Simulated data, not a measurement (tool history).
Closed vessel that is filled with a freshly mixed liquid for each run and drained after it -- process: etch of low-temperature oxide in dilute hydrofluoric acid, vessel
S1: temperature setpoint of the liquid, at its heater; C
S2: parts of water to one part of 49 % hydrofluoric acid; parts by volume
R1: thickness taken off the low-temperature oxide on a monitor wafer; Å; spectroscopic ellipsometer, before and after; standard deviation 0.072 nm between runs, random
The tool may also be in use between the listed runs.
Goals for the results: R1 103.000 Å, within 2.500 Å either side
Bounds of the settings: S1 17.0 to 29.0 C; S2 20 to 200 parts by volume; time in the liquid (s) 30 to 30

Run 1, hour 0.0: S1 21.0 C, S2 110 parts by volume, time in the liquid (s) 30. Result: R1 32.608 Å.
Run 2, hour 6.6: S1 21.0 C, S2 110 parts by volume, time in the liquid (s) 30. Result: R1 32.377 Å.
Run 3, hour 8.8: S1 21.0 C, S2 90 parts by volume, time in the liquid (s) 30. Result: R1 40.739 Å.
Run 4, hour 12.6: S1 22.0 C, S2 85 parts by volume, time in the liquid (s) 30. Result: R1 45.162 Å.
Run 5, hour 17.5: S1 23.0 C, S2 80 parts by volume, time in the liquid (s) 30. Result: R1 49.950 Å.
Run 6, hour 24.4: S1 24.0 C, S2 75 parts by volume, time in the liquid (s) 30. Result: R1 55.986 Å.
Run 7, hour 31.6: S1 24.5 C, S2 70 parts by volume, time in the liquid (s) 30. Result: R1 61.554 Å.
Run 8, hour 33.1: S1 25.0 C, S2 65 parts by volume, time in the liquid (s) 30. Result: R1 68.357 Å.
Run 9, hour 39.4: S1 25.5 C, S2 65 parts by volume, time in the liquid (s) 30. Result: R1 69.647 Å.
Run 10, hour 40.2: S1 26.0 C, S2 65 parts by volume, time in the liquid (s) 30. Result: R1 70.427 Å.
Run 11, hour 47.1: S1 26.0 C, S2 65 parts by volume, time in the liquid (s) 30. Result: R1 70.247 Å.
Run 12, hour 49.5: S1 26.5 C, S2 60 parts by volume, time in the liquid (s) 30. Result: R1 78.998 Å.
Run 13, hour 52.7: S1 27.0 C, S2 60 parts by volume, time in the liquid (s) 30. Result: R1 79.941 Å.
Run 14, hour 58.1: S1 27.5 C, S2 60 parts by volume, time in the liquid (s) 30. Result: R1 81.391 Å.

Which one of the following 5 next-run settings gets every result inside its allowed miss? There is exactly one.
Run A, hour 63.5: S1 28.0 C, S2 85 parts by volume, time in the liquid (s) 30. Result: R1 ?.
Run B, hour 63.5: S1 27.5 C, S2 80 parts by volume, time in the liquid (s) 30. Result: R1 ?.
Run C, hour 63.5: S1 25.5 C, S2 45 parts by volume, time in the liquid (s) 30. Result: R1 ?.
Run D, hour 63.5: S1 29.0 C, S2 45 parts by volume, time in the liquid (s) 30. Result: R1 ?.
Run E, hour 63.5: S1 27.5 C, S2 75 parts by volume, time in the liquid (s) 30. Result: R1 ?.

move       R1
   A   57.107
   B   59.957
   C  103.660
   D  119.310
   E   64.422
A: misses by more than the last run did
B: misses by more than the last run did
C: each result inside its tolerance
D: takes the result that was furthest off past its target
E: misses by more than the last run did
Answer: C
